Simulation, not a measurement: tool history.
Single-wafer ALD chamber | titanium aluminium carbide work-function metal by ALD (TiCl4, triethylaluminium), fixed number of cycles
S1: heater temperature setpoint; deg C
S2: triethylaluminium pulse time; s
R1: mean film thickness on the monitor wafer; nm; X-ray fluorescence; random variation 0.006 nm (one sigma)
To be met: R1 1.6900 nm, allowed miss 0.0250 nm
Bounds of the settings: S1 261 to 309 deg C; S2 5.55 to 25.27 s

{"run": 1, "hour": 0.0, "S1": 285, "S2": 15.41, "R1": 1.8097}
{"run": 2, "hour": 7.0, "S1": 282, "S2": 15.16, "R1": 1.7683}
{"run": 3, "hour": 10.1, "S1": 282, "S2": 19.0, "R1": 1.8147}
{"run": 4, "hour": 18.0, "S1": 289, "S2": 19.0, "R1": 1.8642}
{"run": 5, "hour": 23.5, "S1": 299, "S2": 19.0, "R1": 1.9363}
{"run": 6, "hour": 28.5, "S1": 292, "S2": 17.97, "R1": 1.8971}
{"run": 7, "hour": 32.8, "S1": 287, "S2": 17.37, "R1": 1.845}
{"run": 8, "hour": 41.1, "S1": 283, "S2": 16.79, "R1": 1.8067}
{"run": 9, "hour": 48.1, "S1": 280, "S2": 16.32, "R1": 1.7751}
{"run": 10, "hour": 56.7, "S1": 278, "S2": 16.01, "R1": 1.7598}
{"hour": 61.7, "done": "triethylaluminium bottle replaced"}
{"run": 11, "hour": 61.7, "S1": 276, "S2": 15.74, "R1": 1.7734}
{"run": 12, "hour": 66.9, "S1": 273, "S2": 14.89, "R1": 1.7394}
{"run": 13, "hour": 73.1, "S1": 271, "S2": 14.55, "R1": 1.716}
{"run": 14, "hour": 74.5, "S1": 270, "S2": 14.4, "R1": 1.7178}

Which of these 5 next moves meets every target?
{"run": "A", "hour": 75.9, "S1": 274, "S2": 11.04, "R1": "?"}
{"run": "B", "hour": 75.9, "S1": 275, "S2": 17.64, "R1": "?"}
{"run": "C", "hour": 75.9, "S1": 272, "S2": 15.18, "R1": "?"}
{"run": "D", "hour": 75.9, "S1": 267, "S2": 13.29, "R1": "?"}
{"run": "E", "hour": 75.9, "S1": 278, "S2": 17.4, "R1": "?"}

move=A R1=1.7265
move=B R1=1.7643
move=C R1=1.7351
move=D R1=1.6875
move=E R1=1.7884
A: further off than the last run
B: further off than the last run
C: further off than the last run
D: meets every target
E: further off than the last run
Move D is the one to make.

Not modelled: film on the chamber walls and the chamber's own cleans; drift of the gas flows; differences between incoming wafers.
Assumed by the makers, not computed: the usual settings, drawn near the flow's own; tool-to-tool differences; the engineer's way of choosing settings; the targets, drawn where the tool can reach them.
